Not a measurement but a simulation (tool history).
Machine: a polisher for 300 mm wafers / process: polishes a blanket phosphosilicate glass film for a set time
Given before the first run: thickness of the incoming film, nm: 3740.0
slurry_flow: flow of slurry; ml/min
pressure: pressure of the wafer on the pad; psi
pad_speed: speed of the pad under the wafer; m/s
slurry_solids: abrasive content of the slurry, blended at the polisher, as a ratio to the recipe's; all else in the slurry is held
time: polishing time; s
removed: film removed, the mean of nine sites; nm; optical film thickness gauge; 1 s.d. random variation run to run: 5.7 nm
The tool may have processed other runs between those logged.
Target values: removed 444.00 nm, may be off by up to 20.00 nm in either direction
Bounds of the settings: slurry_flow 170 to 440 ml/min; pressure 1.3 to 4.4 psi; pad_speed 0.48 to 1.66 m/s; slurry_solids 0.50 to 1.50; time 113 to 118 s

run    day  slurry_flow  pressure  pad_speed  slurry_solids  time  removed
  1  0.000          280       2.8       1.06           1.00   113   806.29
  2  0.150          280       2.8       1.28           1.00   113   911.53
  3  0.229          215       2.8       1.28           1.00   113   887.83
  4  0.533          215       2.8       1.28           1.20   113   962.20
  5  0.912          215       2.8       1.28           1.20   113   943.26
  6  1.108          215       2.8       1.28           1.20   118   999.97
  7  1.167          215       2.6       1.24           1.20   118   922.26
  8  1.292          215       2.4       1.18           1.20   118   812.09
  9  1.458          215       2.3       1.14           1.20   118   752.33
 10  1.492          215       2.2       1.12           1.20   118   732.45
 11  1.550          215       2.1       1.08           1.20   118   670.13
 12  1.833          215       2.0       1.06           1.20   118   633.38
 13  1.904          215       1.9       1.04           1.20   118   599.36
 14  2.158          215       1.8       1.04           1.20   118   575.63
 15  2.288          215       1.7       1.04           1.20   118   541.35
 16  2.396          215       1.5       1.02           1.20   118   474.70

Consider the 4 candidate settings below. Which is the only one whose results all fall within their allowed miss of target?
  A  2.504          185       1.5       0.96           0.90   118        ?
  B  2.504          230       1.3       0.98           1.20   113        ?
  C  2.504          210       1.4       1.00           0.95   117        ?
  D  2.504          275       1.8       0.66           1.25   118        ?

move  removed
   A   392.52
   B   387.47
   C   389.90
   D   443.44
A: carries the result that was furthest off beyond its target, to the other side
B: carries the result that was furthest off beyond its target, to the other side
C: carries the result that was furthest off beyond its target, to the other side
D: every result lands within tolerance
The right move is D.
